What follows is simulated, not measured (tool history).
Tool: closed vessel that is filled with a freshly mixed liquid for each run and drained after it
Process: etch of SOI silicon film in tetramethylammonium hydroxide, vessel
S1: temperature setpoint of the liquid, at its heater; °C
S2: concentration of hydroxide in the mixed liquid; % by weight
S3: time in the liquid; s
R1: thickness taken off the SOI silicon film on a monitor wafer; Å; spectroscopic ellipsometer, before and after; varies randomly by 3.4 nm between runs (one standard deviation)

run,day,S1,S2,S3,R1
1,0.000,61.0,13.0,95,3363.3
2,0.221,66.5,13.0,95,4714.9
3,0.383,69.5,13.0,95,5704.4
4,0.667,69.5,11.5,95,6028.7
5,0.692,68.5,11.5,95,5673.7
6,0.762,68.5,11.5,100,5900.3
7,1.100,67.5,11.5,100,5576.2

Run 8, settings as shown, results not yet in. Your forecast:
8,1.371,67.0,11.5,100,?

{"run 8": {"R1": 5389.3}}
